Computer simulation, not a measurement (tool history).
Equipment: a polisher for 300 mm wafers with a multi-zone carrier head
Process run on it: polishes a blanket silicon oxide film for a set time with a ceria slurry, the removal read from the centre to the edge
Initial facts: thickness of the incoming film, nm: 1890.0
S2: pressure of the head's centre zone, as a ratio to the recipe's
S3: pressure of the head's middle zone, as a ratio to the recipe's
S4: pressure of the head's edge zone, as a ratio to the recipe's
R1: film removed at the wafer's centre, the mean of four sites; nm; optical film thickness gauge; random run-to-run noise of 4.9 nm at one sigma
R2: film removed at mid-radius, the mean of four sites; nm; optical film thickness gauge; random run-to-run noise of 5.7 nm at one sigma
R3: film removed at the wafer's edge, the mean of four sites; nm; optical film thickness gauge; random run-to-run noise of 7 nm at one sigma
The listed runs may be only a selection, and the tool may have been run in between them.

Run 1, hour 0: flow of slurry (ml/min) 230, S2 1, S3 1, S4 1, polishing time (s) 85. Result: R1 467.39 nm, R2 452.33 nm, R3 462.67 nm.
Run 2, hour 8.8: flow of slurry (ml/min) 230, S2 1, S3 1.05, S4 1, polishing time (s) 85. Result: R1 460.68 nm, R2 457.77 nm, R3 458.98 nm.
Run 3, hour 13.4: flow of slurry (ml/min) 260, S2 1, S3 1.05, S4 1, polishing time (s) 85. Result: R1 475.56 nm, R2 469.73 nm, R3 461.89 nm.
Run 4, hour 21.5: flow of slurry (ml/min) 260, S2 1.04, S3 1.05, S4 1, polishing time (s) 85. Result: R1 492.63 nm, R2 470.19 nm, R3 473.12 nm.
Run 5, hour 24.2: flow of slurry (ml/min) 270, S2 1.06, S3 1.08, S4 1.04, polishing time (s) 87. Result: R1 501.99 nm, R2 494.06 nm, R3 491.39 nm.
Run 6, hour 31.6: flow of slurry (ml/min) 270, S2 1, S3 1.08, S4 1.04, polishing time (s) 87. Result: R1 480 nm, R2 485.12 nm, R3 481.81 nm.
Run 7, hour 39: flow of slurry (ml/min) 275, S2 1.04, S3 1.08, S4 1.06, polishing time (s) 89. Result: R1 512.53 nm, R2 512.05 nm, R3 503.67 nm.

What does the tool deliver on the next run?
Run 8, hour 47: flow of slurry (ml/min) 280, S2 1.07, S3 1.07, S4 1.09, polishing time (s) 90. Result: R1 ?, R2 ?, R3 ?.

Run 8 yielded R1 530.19 nm, R2 507.29 nm, R3 506.1 nm.

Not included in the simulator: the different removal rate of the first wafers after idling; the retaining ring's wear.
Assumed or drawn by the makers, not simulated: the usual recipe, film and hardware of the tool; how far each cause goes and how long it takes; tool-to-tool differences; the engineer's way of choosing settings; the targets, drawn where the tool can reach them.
